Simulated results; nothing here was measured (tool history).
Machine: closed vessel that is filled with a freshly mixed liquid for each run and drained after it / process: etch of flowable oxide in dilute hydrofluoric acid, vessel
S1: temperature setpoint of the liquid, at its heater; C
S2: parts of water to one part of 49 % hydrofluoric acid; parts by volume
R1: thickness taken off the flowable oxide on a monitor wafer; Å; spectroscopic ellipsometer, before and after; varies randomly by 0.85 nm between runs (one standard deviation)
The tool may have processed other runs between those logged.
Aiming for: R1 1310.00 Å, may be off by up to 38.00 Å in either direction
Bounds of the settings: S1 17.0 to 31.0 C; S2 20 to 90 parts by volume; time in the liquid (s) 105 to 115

run 1 hour=0.0 | S1=23.0 S2=50 time_in_the_liquid_(s)=105 | R1=719.50
run 2 hour=2.4 | S1=21.5 S2=50 time_in_the_liquid_(s)=105 | R1=679.43
run 3 hour=6.4 | S1=21.5 S2=60 time_in_the_liquid_(s)=105 | R1=554.74
run 4 hour=8.2 | S1=23.5 S2=55 time_in_the_liquid_(s)=105 | R1=662.39
run 5 hour=10.9 | S1=26.0 S2=55 time_in_the_liquid_(s)=105 | R1=730.68
run 6 hour=12.7 | S1=26.0 S2=50 time_in_the_liquid_(s)=105 | R1=817.08
run 7 hour=18.2 | S1=27.0 S2=45 time_in_the_liquid_(s)=105 | R1=947.38
run 8 hour=19.7 | S1=28.0 S2=45 time_in_the_liquid_(s)=105 | R1=988.18
run 9 hour=21.8 | S1=31.0 S2=35 time_in_the_liquid_(s)=105 | R1=1440.10
run 10 hour=30.8 | S1=30.5 S2=35 time_in_the_liquid_(s)=105 | R1=1419.30
run 11 hour=39.2 | S1=30.0 S2=35 time_in_the_liquid_(s)=105 | R1=1399.00

4 candidate next runs follow, results not yet known. Just one meets every target within its allowed miss. Identify it.
run A hour=47.6 | S1=30.5 S2=40 time_in_the_liquid_(s)=110 | R1=?
run B hour=47.6 | S1=31.0 S2=35 time_in_the_liquid_(s)=105 | R1=?
run C hour=47.6 | S1=31.0 S2=35 time_in_the_liquid_(s)=115 | R1=?
run D hour=47.6 | S1=30.5 S2=35 time_in_the_liquid_(s)=115 | R1=?

move=A R1=1300.50
move=B R1=1458.70
move=C R1=1597.60
move=D R1=1566.30
A: in spec on every target
B: further off than the last run
C: further off than the last run
D: further off than the last run
Correct choice: A, which meets every target
